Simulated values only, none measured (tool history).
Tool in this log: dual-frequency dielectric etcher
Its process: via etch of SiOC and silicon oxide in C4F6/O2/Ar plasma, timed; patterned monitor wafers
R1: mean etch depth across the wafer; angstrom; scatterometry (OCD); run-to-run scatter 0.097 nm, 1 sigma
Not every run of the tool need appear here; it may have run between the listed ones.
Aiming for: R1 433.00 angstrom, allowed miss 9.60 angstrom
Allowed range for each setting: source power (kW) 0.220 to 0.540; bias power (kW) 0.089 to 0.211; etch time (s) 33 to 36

run 1 hour=0.0 | source_power_(kW)=0.380 bias_power_(kW)=0.150 etch_time_(s)=36 | R1=378.41
run 2 hour=1.0 | source_power_(kW)=0.380 bias_power_(kW)=0.124 etch_time_(s)=36 | R1=358.96
run 3 hour=2.3 | source_power_(kW)=0.420 bias_power_(kW)=0.130 etch_time_(s)=36 | R1=377.59
run 4 hour=3.5 | source_power_(kW)=0.450 bias_power_(kW)=0.135 etch_time_(s)=36 | R1=387.88
run 5 hour=5.5 | source_power_(kW)=0.470 bias_power_(kW)=0.142 etch_time_(s)=36 | R1=399.25
run 6 hour=8.7 | source_power_(kW)=0.420 bias_power_(kW)=0.142 etch_time_(s)=36 | R1=384.71
run 7 hour=16.9 | source_power_(kW)=0.450 bias_power_(kW)=0.148 etch_time_(s)=36 | R1=398.10
run 8 hour=25.6 | source_power_(kW)=0.470 bias_power_(kW)=0.152 etch_time_(s)=36 | R1=407.33
run 9 hour=32.4 | source_power_(kW)=0.490 bias_power_(kW)=0.155 etch_time_(s)=36 | R1=413.94
run 10 hour=36.7 | source_power_(kW)=0.500 bias_power_(kW)=0.158 etch_time_(s)=36 | R1=417.93

4 candidate next runs follow, results not yet known. Just one meets every target within its allowed miss. Identify it.
run A hour=41.0 | source_power_(kW)=0.530 bias_power_(kW)=0.156 etch_time_(s)=35 | R1=?
run B hour=41.0 | source_power_(kW)=0.470 bias_power_(kW)=0.153 etch_time_(s)=36 | R1=?
run C hour=41.0 | source_power_(kW)=0.480 bias_power_(kW)=0.154 etch_time_(s)=35 | R1=?
run D hour=41.0 | source_power_(kW)=0.520 bias_power_(kW)=0.167 etch_time_(s)=36 | R1=?

move=A R1=414.50
move=B R1=407.54
move=C R1=399.66
move=D R1=431.19
A: its largest miss is bigger than the last run's
B: its largest miss is bigger than the last run's
C: its largest miss is bigger than the last run's
D: all results in spec
Go with D: it meets all targets.
